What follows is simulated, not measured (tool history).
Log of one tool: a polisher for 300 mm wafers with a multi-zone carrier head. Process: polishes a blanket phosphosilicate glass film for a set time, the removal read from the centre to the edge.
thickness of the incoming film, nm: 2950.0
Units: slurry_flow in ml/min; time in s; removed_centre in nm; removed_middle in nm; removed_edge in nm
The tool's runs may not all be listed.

Run 1, hour 0.0: slurry_flow 290 ml/min, centre_zone 1.00, middle_zone 1.00, edge_zone 1.00, slurry_solids 1.00, time 69 s. Result: removed_centre 730.18 nm, removed_middle 741.98 nm, removed_edge 769.37 nm.
Run 2, hour 8.8: slurry_flow 290 ml/min, centre_zone 1.00, middle_zone 1.05, edge_zone 1.00, slurry_solids 1.00, time 69 s. Result: removed_centre 735.59 nm, removed_middle 778.01 nm, removed_edge 776.04 nm.
Run 3, hour 16.8: slurry_flow 290 ml/min, centre_zone 1.00, middle_zone 1.05, edge_zone 1.04, slurry_solids 1.00, time 69 s. Result: removed_centre 742.31 nm, removed_middle 775.14 nm, removed_edge 778.81 nm.
Run 4, hour 19.3: slurry_flow 285 ml/min, centre_zone 0.99, middle_zone 1.02, edge_zone 1.03, slurry_solids 0.90, time 65 s. Result: removed_centre 653.54 nm, removed_middle 672.06 nm, removed_edge 689.65 nm.
Run 5, hour 25.6: slurry_flow 280 ml/min, centre_zone 0.97, middle_zone 0.99, edge_zone 1.02, slurry_solids 0.85, time 63 s. Result: removed_centre 594.01 nm, removed_middle 613.30 nm, removed_edge 635.91 nm.
Run 6, hour 31.5: slurry_flow 280 ml/min, centre_zone 0.97, middle_zone 0.91, edge_zone 1.02, slurry_solids 0.85, time 63 s. Result: removed_centre 596.84 nm, removed_middle 568.60 nm, removed_edge 644.71 nm.
Run 7, hour 40.4: slurry_flow 275 ml/min, centre_zone 0.96, middle_zone 0.90, edge_zone 1.00, slurry_solids 0.80, time 61 s. Result: removed_centre 548.83 nm, removed_middle 523.45 nm, removed_edge 590.07 nm.
Run 8, hour 46.0: slurry_flow 265 ml/min, centre_zone 0.94, middle_zone 0.89, edge_zone 0.98, slurry_solids 0.75, time 61 s. Result: removed_centre 516.34 nm, removed_middle 495.87 nm, removed_edge 566.54 nm.
Run 9, hour 54.4: slurry_flow 260 ml/min, centre_zone 0.93, middle_zone 0.88, edge_zone 0.96, slurry_solids 0.70, time 60 s. Result: removed_centre 470.27 nm, removed_middle 452.64 nm, removed_edge 523.09 nm.
Run 10, hour 58.3: slurry_flow 260 ml/min, centre_zone 0.92, middle_zone 0.88, edge_zone 0.94, slurry_solids 0.70, time 60 s. Result: removed_centre 476.18 nm, removed_middle 457.33 nm, removed_edge 516.20 nm.
Run 11, hour 60.2: slurry_flow 250 ml/min, centre_zone 0.90, middle_zone 0.87, edge_zone 0.92, slurry_solids 0.70, time 60 s. Result: removed_centre 458.10 nm, removed_middle 449.09 nm, removed_edge 507.63 nm.
Run 12, hour 63.6: slurry_flow 245 ml/min, centre_zone 0.89, middle_zone 0.86, edge_zone 0.90, slurry_solids 0.70, time 60 s. Result: removed_centre 449.79 nm, removed_middle 442.85 nm, removed_edge 503.60 nm.
Run 13, hour 69.1: slurry_flow 245 ml/min, centre_zone 0.88, middle_zone 0.86, edge_zone 0.89, slurry_solids 0.65, time 60 s. Result: removed_centre 422.27 nm, removed_middle 417.38 nm, removed_edge 477.79 nm.
Run 14, hour 76.4: slurry_flow 245 ml/min, centre_zone 0.88, middle_zone 0.86, edge_zone 0.88, slurry_solids 0.65, time 60 s. Result: removed_centre 425.60 nm, removed_middle 413.73 nm, removed_edge 470.21 nm.
Run 15, hour 82.0: slurry_flow 245 ml/min, centre_zone 0.87, middle_zone 0.86, edge_zone 0.87, slurry_solids 0.65, time 60 s. Result: removed_centre 416.35 nm, removed_middle 415.32 nm, removed_edge 467.83 nm.
Run 16, hour 85.8: slurry_flow 245 ml/min, centre_zone 0.87, middle_zone 0.86, edge_zone 0.86, slurry_solids 0.65, time 60 s. Result: removed_centre 420.26 nm, removed_middle 419.47 nm, removed_edge 463.99 nm.

Forecast run 17:
At hour 91.6: edge zone pressure recalibrated.
Run 17, hour 91.6: slurry_flow 245 ml/min, centre_zone 0.86, middle_zone 0.85, edge_zone 0.85, slurry_solids 0.65, time 60 s. Result: removed_centre ?, removed_middle ?, removed_edge ?.

Run 17 gave removed_centre 413.22 nm, removed_middle 411.41 nm, removed_edge 452.52 nm.

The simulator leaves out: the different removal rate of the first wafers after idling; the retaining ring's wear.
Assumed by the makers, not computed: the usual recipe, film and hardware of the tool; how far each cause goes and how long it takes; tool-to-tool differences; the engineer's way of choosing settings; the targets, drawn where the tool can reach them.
